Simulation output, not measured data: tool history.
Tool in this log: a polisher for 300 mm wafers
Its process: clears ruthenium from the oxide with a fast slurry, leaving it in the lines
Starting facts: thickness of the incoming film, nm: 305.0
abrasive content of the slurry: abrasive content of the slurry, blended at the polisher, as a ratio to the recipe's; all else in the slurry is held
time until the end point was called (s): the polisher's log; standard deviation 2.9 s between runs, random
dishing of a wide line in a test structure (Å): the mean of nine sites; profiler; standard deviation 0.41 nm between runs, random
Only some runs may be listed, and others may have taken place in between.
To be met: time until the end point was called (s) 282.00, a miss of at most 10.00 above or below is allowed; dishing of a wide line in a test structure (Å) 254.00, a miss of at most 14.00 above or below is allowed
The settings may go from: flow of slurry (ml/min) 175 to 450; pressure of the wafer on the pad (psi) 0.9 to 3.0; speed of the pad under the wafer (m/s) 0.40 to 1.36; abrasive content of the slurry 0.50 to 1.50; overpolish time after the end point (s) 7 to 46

| run | hour | flow of slurry (ml/min) | pressure of the wafer on the pad (psi) | speed of the pad under the wafer (m/s) | abrasive content of the slurry | overpolish time after the end point (s) | time until the end point was called (s) | dishing of a wide line in a test structure (Å) |
|---|---|---|---|---|---|---|---|---|
| 1 | 0.0 | 290 | 1.9 | 0.88 | 1.00 | 24 | 156.87 | 354.19 |
| 2 | 0.6 | 290 | 1.9 | 0.88 | 1.15 | 24 | 147.20 | 371.43 |
| 3 | 5.9 | 290 | 1.9 | 0.88 | 0.95 | 24 | 161.60 | 346.04 |
| 4 | 11.1 | 290 | 1.9 | 0.88 | 0.95 | 29 | 159.78 | 407.78 |
| 5 | 17.5 | 290 | 1.6 | 0.86 | 0.95 | 28 | 184.24 | 351.79 |
| 6 | 21.0 | 290 | 1.6 | 0.86 | 0.95 | 34 | 182.54 | 405.02 |
| 7 | 23.4 | 290 | 1.6 | 0.86 | 0.95 | 34 | 184.85 | 395.95 |
| 8 | 31.1 | 290 | 1.4 | 0.82 | 0.95 | 33 | 212.64 | 349.68 |
| 9 | 36.8 | 290 | 1.4 | 0.82 | 0.95 | 33 | 211.58 | 361.87 |
| 10 | 38.0 | 290 | 0.9 | 0.78 | 0.95 | 28 | 294.89 | 236.00 |
| 11 | 44.5 | 290 | 0.9 | 0.78 | 0.95 | 29 | 293.86 | 240.19 |
| 12 | 53.2 | 290 | 0.9 | 0.78 | 0.95 | 29 | 294.36 | 238.49 |

Which one of the following 4 next-run settings gets every result inside its allowed miss? There is exactly one.
| A | 61.9 | 320 | 0.9 | 0.80 | 0.95 | 26 | ? | ? |
| B | 61.9 | 275 | 1.6 | 0.70 | 0.65 | 29 | ? | ? |
| C | 61.9 | 315 | 1.1 | 0.74 | 0.80 | 28 | ? | ? |
| D | 61.9 | 330 | 1.0 | 0.72 | 0.95 | 27 | ? | ? |

| move | time until the end point was called (s) | dishing of a wide line in a test structure (Å) |
|---|---|---|
| A | 285.54 | 225.11 |
| B | 278.03 | 252.85 |
| C | 298.62 | 230.88 |
| D | 295.52 | 225.78 |
A: brings the result that was furthest off to its target, and leaves another outside
B: all results land within tolerance of their targets
C: moves away from the targets compared with the last run
D: moves away from the targets compared with the last run
Answer: B

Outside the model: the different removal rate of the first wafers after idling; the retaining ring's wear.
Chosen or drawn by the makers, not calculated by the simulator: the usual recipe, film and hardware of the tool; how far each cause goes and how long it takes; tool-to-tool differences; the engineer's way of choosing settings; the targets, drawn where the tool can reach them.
